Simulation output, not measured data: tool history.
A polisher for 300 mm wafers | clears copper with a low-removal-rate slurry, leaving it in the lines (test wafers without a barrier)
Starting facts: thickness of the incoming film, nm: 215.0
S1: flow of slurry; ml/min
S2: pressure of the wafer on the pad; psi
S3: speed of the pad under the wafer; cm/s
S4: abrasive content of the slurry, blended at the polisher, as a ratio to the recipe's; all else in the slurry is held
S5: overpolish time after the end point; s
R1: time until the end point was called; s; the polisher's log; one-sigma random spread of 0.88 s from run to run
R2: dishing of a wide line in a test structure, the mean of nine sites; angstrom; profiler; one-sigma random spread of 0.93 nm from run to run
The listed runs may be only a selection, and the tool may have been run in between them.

run	day	S1	S2	S3	S4	S5	R1	R2
1	0.000	225	2.2	92	1.0	17	112.94	213.17
2	0.075	225	2.2	92	0.9	17	112.03	201.74
3	0.112	225	2.2	92	0.9	20	112.85	250.24
4	0.321	225	2.0	92	0.9	20	123.72	233.26
5	0.517	225	2.0	92	0.9	26	124.30	284.81
6	0.688	225	2.0	92	0.9	32	124.28	338.21
7	0.996	225	2.1	92	0.9	32	117.97	355.92

What does the tool deliver on the next run?
8	1.150	225	2.1	92	0.9	32	?	?

{"run 8": {"R1": 117.81, "R2": 340.36}}
